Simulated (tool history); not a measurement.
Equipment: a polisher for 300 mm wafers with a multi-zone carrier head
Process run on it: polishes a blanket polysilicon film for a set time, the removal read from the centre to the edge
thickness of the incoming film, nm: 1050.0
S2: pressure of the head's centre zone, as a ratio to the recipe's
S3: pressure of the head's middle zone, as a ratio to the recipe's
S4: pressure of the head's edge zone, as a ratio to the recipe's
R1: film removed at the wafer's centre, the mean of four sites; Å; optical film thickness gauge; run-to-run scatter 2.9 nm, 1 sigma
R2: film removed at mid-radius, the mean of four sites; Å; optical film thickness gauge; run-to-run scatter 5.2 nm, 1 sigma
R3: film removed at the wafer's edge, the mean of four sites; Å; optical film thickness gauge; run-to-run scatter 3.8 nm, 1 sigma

Run 1, hour 0: flow of slurry (ml/min) 230, S2 1, S3 1, S4 1, polishing time (s) 75. Result: R1 3047.2 Å, R2 2937.8 Å, R3 2990 Å.
Run 2, hour 0.7: flow of slurry (ml/min) 230, S2 1, S3 1.05, S4 1, polishing time (s) 75. Result: R1 3047.9 Å, R2 3116.1 Å, R3 2934 Å.
Run 3, hour 7.5: flow of slurry (ml/min) 230, S2 1, S3 1.05, S4 1, polishing time (s) 88. Result: R1 3569.1 Å, R2 3551.6 Å, R3 3544.2 Å.
Run 4, hour 11.9: flow of slurry (ml/min) 230, S2 1, S3 1.05, S4 0.97, polishing time (s) 88. Result: R1 3585.6 Å, R2 3621.1 Å, R3 3466 Å.
Run 5, hour 19.8: flow of slurry (ml/min) 230, S2 1, S3 1.05, S4 0.97, polishing time (s) 71. Result: R1 2901.8 Å, R2 2986.1 Å, R3 2751.8 Å.
At hour 27.7: worn pad replaced by a new one.
Run 6, hour 27.7: flow of slurry (ml/min) 230, S2 1.05, S3 1.05, S4 0.97, polishing time (s) 71. Result: R1 3316.2 Å, R2 3273 Å, R3 3099.5 Å.

Forecast run 7:
Run 7, hour 32.1: flow of slurry (ml/min) 240, S2 1.08, S3 1.07, S4 1.01, polishing time (s) 72. Result: R1 ?, R2 ?, R3 ?.

R1: 3518.1 Å
R2: 3360.7 Å
R3: 3143.4 Å
